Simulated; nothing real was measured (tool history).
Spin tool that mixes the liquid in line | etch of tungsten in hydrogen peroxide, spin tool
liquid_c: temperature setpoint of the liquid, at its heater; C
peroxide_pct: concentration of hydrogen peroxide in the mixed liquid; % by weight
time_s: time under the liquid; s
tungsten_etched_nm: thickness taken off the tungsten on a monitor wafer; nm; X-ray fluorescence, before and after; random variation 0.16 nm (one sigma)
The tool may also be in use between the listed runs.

run 1 hour=0.0 | liquid_c=43.0 peroxide_pct=22.0 time_s=45 | tungsten_etched_nm=85.240
run 2 hour=3.5 | liquid_c=43.0 peroxide_pct=26.0 time_s=45 | tungsten_etched_nm=92.246
run 3 hour=7.0 | liquid_c=43.0 peroxide_pct=28.5 time_s=45 | tungsten_etched_nm=96.985
run 4 hour=14.4 | liquid_c=41.0 peroxide_pct=28.5 time_s=45 | tungsten_etched_nm=85.021
run 5 hour=21.8 | liquid_c=45.0 peroxide_pct=28.5 time_s=45 | tungsten_etched_nm=110.110
run 6 hour=30.7 | liquid_c=45.0 peroxide_pct=30.0 time_s=45 | tungsten_etched_nm=113.120
run 7 hour=36.5 | liquid_c=37.0 peroxide_pct=30.0 time_s=45 | tungsten_etched_nm=67.680
run 8 hour=39.3 | liquid_c=36.0 peroxide_pct=30.0 time_s=45 | tungsten_etched_nm=63.011

The next listed run, before its measurement:
run 9 hour=43.4 | liquid_c=35.5 peroxide_pct=30.0 time_s=45 | tungsten_etched_nm=?

{"run 9": {"tungsten_etched_nm": 60.693}}

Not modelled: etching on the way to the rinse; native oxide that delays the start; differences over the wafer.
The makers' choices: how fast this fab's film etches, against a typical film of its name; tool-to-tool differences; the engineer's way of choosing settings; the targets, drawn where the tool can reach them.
